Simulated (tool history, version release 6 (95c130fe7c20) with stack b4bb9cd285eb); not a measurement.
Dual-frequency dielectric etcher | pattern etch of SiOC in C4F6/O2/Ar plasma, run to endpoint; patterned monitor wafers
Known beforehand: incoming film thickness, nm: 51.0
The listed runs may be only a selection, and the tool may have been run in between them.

run,day,bias power (W),source power (W),endpoint time (s)
1,0,486,330,18.869
2,0.112,440,330,19.939
3,0.304,469,340,18.92
4,0.508,469,370,18.668
5,0.621,536,370,17.687
# day 0.942: wet clean of the chamber
6,0.942,546,370,17.814
7,1.05,559,380,17.464

Run 8 is up next; what results do you expect?
8,1.321,567,380,?

Run 8 measured endpoint time (s) 17.5.

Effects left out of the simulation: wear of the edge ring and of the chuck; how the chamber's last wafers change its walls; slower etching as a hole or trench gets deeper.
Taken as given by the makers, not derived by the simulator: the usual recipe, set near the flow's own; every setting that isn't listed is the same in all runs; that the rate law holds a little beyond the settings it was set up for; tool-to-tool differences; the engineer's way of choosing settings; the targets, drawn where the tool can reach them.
